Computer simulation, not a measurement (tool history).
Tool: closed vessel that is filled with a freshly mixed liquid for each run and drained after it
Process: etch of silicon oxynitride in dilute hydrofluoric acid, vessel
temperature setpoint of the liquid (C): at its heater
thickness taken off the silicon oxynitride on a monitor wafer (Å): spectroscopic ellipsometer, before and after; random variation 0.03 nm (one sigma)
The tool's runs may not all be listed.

run,day,temperature setpoint of the liquid (C),parts of water to one part of 49 % hydrofluoric acid (parts by volume),time in the liquid (s),thickness taken off the silicon oxynitride on a monitor wafer (Å)
1,0,23,95,145,51.918
2,0.238,23,95,95,33.918
3,0.4,22,95,95,33.1
4,0.788,22,95,145,48.862
5,0.979,22,95,145,49.185
# day 1.321: thermometer replaced
6,1.321,22,100,145,42.122
7,1.696,22,100,145,43.39

Forecast run 8:
8,2.067,21.5,100,145,?

{"run 8": {"thickness taken off the silicon oxynitride on a monitor wafer (Å)": 41.874}}

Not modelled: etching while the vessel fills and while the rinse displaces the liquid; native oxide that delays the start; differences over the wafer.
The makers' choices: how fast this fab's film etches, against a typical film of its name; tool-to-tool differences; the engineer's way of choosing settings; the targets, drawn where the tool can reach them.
